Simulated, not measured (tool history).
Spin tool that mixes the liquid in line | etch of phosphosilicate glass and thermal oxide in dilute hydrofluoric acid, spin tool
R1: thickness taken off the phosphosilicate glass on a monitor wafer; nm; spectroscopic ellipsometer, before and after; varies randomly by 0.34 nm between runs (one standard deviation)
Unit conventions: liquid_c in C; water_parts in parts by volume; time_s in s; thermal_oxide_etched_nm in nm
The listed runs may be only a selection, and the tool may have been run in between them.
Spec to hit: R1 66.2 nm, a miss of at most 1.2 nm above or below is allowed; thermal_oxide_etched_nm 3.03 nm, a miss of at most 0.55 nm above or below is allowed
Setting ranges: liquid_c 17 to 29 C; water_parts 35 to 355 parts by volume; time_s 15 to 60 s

run 1 hour=0 | liquid_c=21 water_parts=195 time_s=30 | R1=10.489 thermal_oxide_etched_nm=0.46726
run 2 hour=2.3 | liquid_c=21 water_parts=150 time_s=30 | R1=14.415 thermal_oxide_etched_nm=0.64283
run 3 hour=3 | liquid_c=21 water_parts=150 time_s=35 | R1=16.774 thermal_oxide_etched_nm=0.8487
run 4 hour=4.2 | liquid_c=21 water_parts=150 time_s=45 | R1=21.668 thermal_oxide_etched_nm=0.99409
run 5 hour=6.2 | liquid_c=21 water_parts=200 time_s=45 | R1=15.305 thermal_oxide_etched_nm=0.68318
run 6 hour=8.9 | liquid_c=24 water_parts=200 time_s=45 | R1=17.271 thermal_oxide_etched_nm=0.76716
run 7 hour=16.6 | liquid_c=24.5 water_parts=175 time_s=45 | R1=20.327 thermal_oxide_etched_nm=0.91903
run 8 hour=17.9 | liquid_c=25 water_parts=155 time_s=45 | R1=24.175 thermal_oxide_etched_nm=1.1473
run 9 hour=18.6 | liquid_c=25.5 water_parts=135 time_s=45 | R1=29.303 thermal_oxide_etched_nm=1.3334
run 10 hour=26.1 | liquid_c=26 water_parts=120 time_s=45 | R1=33.981 thermal_oxide_etched_nm=1.7051
run 11 hour=33.6 | liquid_c=26.5 water_parts=110 time_s=45 | R1=38.323 thermal_oxide_etched_nm=1.9434
run 12 hour=40.8 | liquid_c=27 water_parts=100 time_s=45 | R1=43.492 thermal_oxide_etched_nm=2.0833
run 13 hour=45.4 | liquid_c=27.5 water_parts=95 time_s=45 | R1=46.68 thermal_oxide_etched_nm=2.0934
-- hour=50.5 hydrofluoric acid flow meter replaced
run 14 hour=50.5 | liquid_c=27.5 water_parts=90 time_s=45 | R1=55.315 thermal_oxide_etched_nm=2.6575
run 15 hour=57.3 | liquid_c=29 water_parts=70 time_s=45 | R1=78.559 thermal_oxide_etched_nm=3.722
run 16 hour=62.1 | liquid_c=28.5 water_parts=70 time_s=45 | R1=76.351 thermal_oxide_etched_nm=3.4624

Exercise: of the 4 proposed moves below, exactly one satisfies all targets within the stated allowed misses. Which move is it?
run A hour=66.9 | liquid_c=28 water_parts=75 time_s=45 | R1=? thermal_oxide_etched_nm=?
run B hour=66.9 | liquid_c=27 water_parts=90 time_s=55 | R1=? thermal_oxide_etched_nm=?
run C hour=66.9 | liquid_c=29 water_parts=35 time_s=25 | R1=? thermal_oxide_etched_nm=?
run D hour=66.9 | liquid_c=24.5 water_parts=70 time_s=50 | R1=? thermal_oxide_etched_nm=?

move=A R1=69.075 thermal_oxide_etched_nm=3.4558
move=B R1=66.29 thermal_oxide_etched_nm=3.3165
move=C R1=90.728 thermal_oxide_etched_nm=4.5391
move=D R1=72.057 thermal_oxide_etched_nm=3.605
A: better than the last run, though not everything is in spec
B: every result lands within tolerance
C: misses by more than the last run did
D: better than the last run, though not everything is in spec
The right move is B.
